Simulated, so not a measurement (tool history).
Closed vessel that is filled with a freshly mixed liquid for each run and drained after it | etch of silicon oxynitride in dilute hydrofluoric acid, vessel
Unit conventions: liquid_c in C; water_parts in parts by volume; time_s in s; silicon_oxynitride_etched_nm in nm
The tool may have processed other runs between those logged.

| run | day | liquid_c | water_parts | time_s | silicon_oxynitride_etched_nm |
|---|---|---|---|---|---|
| 1 | 0.000 | 24.0 | 225 | 660 | 11.9510 |
| 2 | 0.308 | 26.0 | 225 | 660 | 13.0730 |
| 3 | 0.462 | 26.0 | 290 | 660 | 9.6409 |
| 4 | 0.671 | 23.0 | 290 | 660 | 8.4129 |
| 5 | 0.812 | 23.0 | 255 | 660 | 9.8491 |
| 6 | 1.112 | 23.0 | 255 | 710 | 10.6570 |
| 7 | 1.154 | 25.5 | 250 | 710 | 11.9640 |

The next listed run, before its measurement:
| 8 | 1.221 | 27.0 | 240 | 710 | ? |

Run 8 produced silicon_oxynitride_etched_nm 13.6620 nm.
